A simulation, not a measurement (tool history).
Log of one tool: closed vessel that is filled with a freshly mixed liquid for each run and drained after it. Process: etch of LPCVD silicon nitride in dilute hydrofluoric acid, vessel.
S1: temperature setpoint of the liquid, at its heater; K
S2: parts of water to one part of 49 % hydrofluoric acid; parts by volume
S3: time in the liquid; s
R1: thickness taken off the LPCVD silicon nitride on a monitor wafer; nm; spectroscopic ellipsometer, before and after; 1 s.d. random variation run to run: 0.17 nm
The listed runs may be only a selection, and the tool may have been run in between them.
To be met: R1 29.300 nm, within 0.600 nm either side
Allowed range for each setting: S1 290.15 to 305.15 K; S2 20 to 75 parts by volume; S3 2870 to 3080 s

run,hour,S1,S2,S3,R1
1,0.0,297.15,45,2870,25.838
2,1.8,297.15,45,2870,25.973
3,9.7,297.15,45,3080,27.795
4,16.7,297.15,45,3080,27.828
5,19.9,297.15,45,3080,27.859
6,23.9,297.15,45,2870,26.267
7,27.5,297.65,45,2870,26.935
8,31.9,298.15,45,2870,27.817
9,40.6,298.15,45,2870,28.117

Below are 4 possible settings for the next run. Only one of them brings all results inside the allowed miss of their targets. Which is it?
A,49.3,297.15,40,2870,?
B,49.3,298.65,45,3055,?
C,49.3,297.15,40,3010,?
D,49.3,297.65,45,3005,?

move,R1
A,29.234
B,30.684
C,30.660
D,28.223
A: all results land within tolerance of their targets
B: the result that was furthest off in the last run now lies on the other side of its target
C: the result that was furthest off in the last run now lies on the other side of its target
D: closer than the last run, but not yet in spec
The move that meets every target is A.
